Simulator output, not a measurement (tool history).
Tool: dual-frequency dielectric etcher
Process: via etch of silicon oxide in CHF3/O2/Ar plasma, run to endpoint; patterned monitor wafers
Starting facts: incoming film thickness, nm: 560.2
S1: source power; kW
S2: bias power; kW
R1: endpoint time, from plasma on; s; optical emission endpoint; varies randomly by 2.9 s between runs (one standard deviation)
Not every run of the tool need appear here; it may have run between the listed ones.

run,hour,S1,S2,R1
1,0,0.49,0.151,324.67
2,7.6,0.45,0.151,336.97
3,15,0.43,0.148,350.31
4,17.2,0.49,0.148,322.56
5,20.2,0.56,0.148,306.48
6,25.8,0.56,0.168,291.35
7,28,0.5,0.161,310.14
8,32.6,0.5,0.161,308.86
9,40.2,0.45,0.157,330.34
# hour 44.2: bias power generator calibrated
10,44.2,0.42,0.154,340.07

Run 11 comes next. What will it give?
11,45.9,0.4,0.152,?

R1: 347.73 s

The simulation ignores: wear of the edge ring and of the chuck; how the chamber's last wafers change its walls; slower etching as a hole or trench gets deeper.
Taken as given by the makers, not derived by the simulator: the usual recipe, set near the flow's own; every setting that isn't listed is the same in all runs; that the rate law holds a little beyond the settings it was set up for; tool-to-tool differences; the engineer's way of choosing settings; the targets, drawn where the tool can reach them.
